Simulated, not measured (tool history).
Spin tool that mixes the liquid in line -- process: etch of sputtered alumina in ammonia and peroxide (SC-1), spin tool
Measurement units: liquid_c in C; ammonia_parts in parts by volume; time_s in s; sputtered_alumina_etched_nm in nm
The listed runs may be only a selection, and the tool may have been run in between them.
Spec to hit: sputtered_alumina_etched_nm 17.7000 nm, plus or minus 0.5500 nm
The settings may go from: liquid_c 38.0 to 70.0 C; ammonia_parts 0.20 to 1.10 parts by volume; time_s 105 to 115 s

| run | day | liquid_c | ammonia_parts | time_s | sputtered_alumina_etched_nm |
|---|---|---|---|---|---|
| 1 | 0.000 | 54.0 | 0.60 | 105 | 9.7024 |
| 2 | 0.221 | 54.0 | 0.60 | 115 | 10.7840 |
| 3 | 0.379 | 55.0 | 0.60 | 115 | 11.3580 |
| 4 | 0.704 | 52.0 | 0.60 | 115 | 9.6149 |
| 5 | 0.892 | 52.0 | 0.40 | 115 | 9.3179 |
| 6 | 1.146 | 45.5 | 0.40 | 115 | 6.4781 |
| 7 | 1.475 | 47.5 | 0.40 | 115 | 7.1109 |
| 8 | 1.504 | 49.5 | 0.40 | 115 | 7.9276 |
| 9 | 1.804 | 51.0 | 0.40 | 115 | 8.8602 |
| 10 | 1.854 | 59.0 | 0.45 | 115 | 13.3700 |
| 11 | 2.129 | 59.5 | 0.45 | 115 | 13.9830 |
| 12 | 2.488 | 60.0 | 0.45 | 115 | 14.3620 |
| 13 | 2.788 | 60.5 | 0.45 | 115 | 14.6970 |
| 14 | 2.854 | 61.0 | 0.45 | 115 | 14.9390 |
| 15 | 3.067 | 61.5 | 0.45 | 115 | 15.5320 |
| 16 | 3.412 | 62.0 | 0.45 | 115 | 15.7510 |
| 17 | 3.596 | 62.5 | 0.45 | 115 | 16.3610 |
| 18 | 3.712 | 63.5 | 0.45 | 115 | 17.0980 |

Below are 4 possible settings for the next run. Only one of them brings all results inside the allowed miss of their targets. Which is it?
| A | 3.829 | 62.5 | 0.40 | 115 | ? |
| B | 3.829 | 63.5 | 0.25 | 115 | ? |
| C | 3.829 | 66.5 | 0.40 | 105 | ? |
| D | 3.829 | 63.5 | 0.35 | 115 | ? |

| move | sputtered_alumina_etched_nm |
|---|---|
| A | 15.9880 |
| B | 16.0820 |
| C | 17.8160 |
| D | 16.6020 |
A: further off than the last run
B: further off than the last run
C: each result inside its tolerance
D: further off than the last run
The right move is C.
